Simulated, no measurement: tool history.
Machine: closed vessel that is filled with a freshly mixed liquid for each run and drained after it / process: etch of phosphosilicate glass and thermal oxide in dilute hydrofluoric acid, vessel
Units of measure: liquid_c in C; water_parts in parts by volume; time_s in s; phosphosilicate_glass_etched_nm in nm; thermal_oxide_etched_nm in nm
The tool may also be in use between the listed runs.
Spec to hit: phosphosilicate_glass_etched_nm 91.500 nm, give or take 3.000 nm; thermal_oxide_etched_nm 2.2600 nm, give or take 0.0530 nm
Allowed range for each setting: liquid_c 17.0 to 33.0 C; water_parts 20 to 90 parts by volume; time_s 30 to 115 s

run,hour,liquid_c,water_parts,time_s,phosphosilicate_glass_etched_nm,thermal_oxide_etched_nm
1,0.0,25.0,50,60,237.650,5.9153
2,9.3,23.0,60,60,182.710,4.4922
3,11.5,21.5,65,60,157.680,3.8313
4,17.9,21.5,65,50,130.590,3.2737
5,20.9,18.0,65,50,114.760,2.8082
6,22.8,18.0,70,50,104.140,2.5823
7,25.6,17.5,70,50,103.010,2.5289
8,29.1,17.5,75,50,94.240,2.3463

4 next moves are on the table. One of them brings every result within its allowed miss. Which?
A,32.6,18.5,80,50,?,?
B,32.6,17.0,65,45,?,?
C,32.6,17.0,80,50,?,?
D,32.6,18.0,75,50,?,?

move,phosphosilicate_glass_etched_nm,thermal_oxide_etched_nm
A,92.297,2.2766
B,97.506,2.4050
C,86.607,2.1362
D,96.925,2.3907
A: all results land within tolerance of their targets
B: lands further from the targets than the last run did
C: pushes the last run's worst result past its target
D: lands further from the targets than the last run did
Move A is the one to make.

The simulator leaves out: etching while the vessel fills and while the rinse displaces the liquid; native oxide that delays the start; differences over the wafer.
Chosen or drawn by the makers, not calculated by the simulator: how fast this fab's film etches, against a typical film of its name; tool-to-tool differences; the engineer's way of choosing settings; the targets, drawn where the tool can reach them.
